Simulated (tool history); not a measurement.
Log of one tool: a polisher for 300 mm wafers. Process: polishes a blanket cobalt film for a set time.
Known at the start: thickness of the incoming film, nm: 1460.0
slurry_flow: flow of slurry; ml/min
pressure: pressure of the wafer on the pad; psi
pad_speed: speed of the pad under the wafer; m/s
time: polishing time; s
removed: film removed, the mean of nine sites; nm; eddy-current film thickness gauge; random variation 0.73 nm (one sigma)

run,hour,slurry_flow,pressure,pad_speed,time,removed
1,0.0,275,2.1,1.06,32,155.680
2,3.0,275,1.8,1.04,32,135.420
3,4.0,275,1.6,1.02,32,120.070
4,10.4,275,2.1,1.02,32,149.580
5,11.3,275,1.8,1.00,32,127.590
6,15.9,245,1.8,1.00,32,128.580
7,19.9,245,1.6,0.98,32,110.540
8,22.0,240,1.1,0.98,32,81.826
9,26.3,240,1.1,0.98,32,79.685
10,34.2,255,1.1,0.98,32,82.077
11,40.5,265,1.1,0.98,32,82.202
12,47.7,270,1.1,0.98,32,82.350

The next listed run, before its measurement:
13,51.1,275,1.1,0.98,32,?

Run 13 gave removed 81.685 nm.

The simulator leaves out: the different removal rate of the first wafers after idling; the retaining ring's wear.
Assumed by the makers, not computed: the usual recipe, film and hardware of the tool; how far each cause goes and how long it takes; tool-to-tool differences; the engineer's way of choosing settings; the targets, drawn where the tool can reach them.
